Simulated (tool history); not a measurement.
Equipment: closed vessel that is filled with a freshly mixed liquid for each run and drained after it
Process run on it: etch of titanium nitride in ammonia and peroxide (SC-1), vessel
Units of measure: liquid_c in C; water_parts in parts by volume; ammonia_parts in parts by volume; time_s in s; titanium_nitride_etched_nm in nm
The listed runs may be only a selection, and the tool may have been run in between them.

run,day,liquid_c,water_parts,ammonia_parts,time_s,titanium_nitride_etched_nm
1,0.000,54.0,7.0,0.5,155,11.2700
2,0.246,54.0,6.0,0.5,155,12.4650
3,0.321,54.0,7.0,0.5,155,11.4120
4,0.362,51.5,7.0,0.5,155,9.5659
5,0.650,46.0,7.0,0.5,155,6.5159
# day 1.021: ammonia flow meter replaced
6,1.021,49.5,7.0,0.5,155,8.2720
7,1.383,52.5,7.0,0.5,155,10.2050
8,1.621,60.5,7.0,0.5,155,17.2660
9,1.954,61.5,7.0,0.5,155,18.7370

What will run 10 give?
10,2.346,62.5,7.0,0.5,155,?

Run 10 measured titanium_nitride_etched_nm 19.7460 nm.
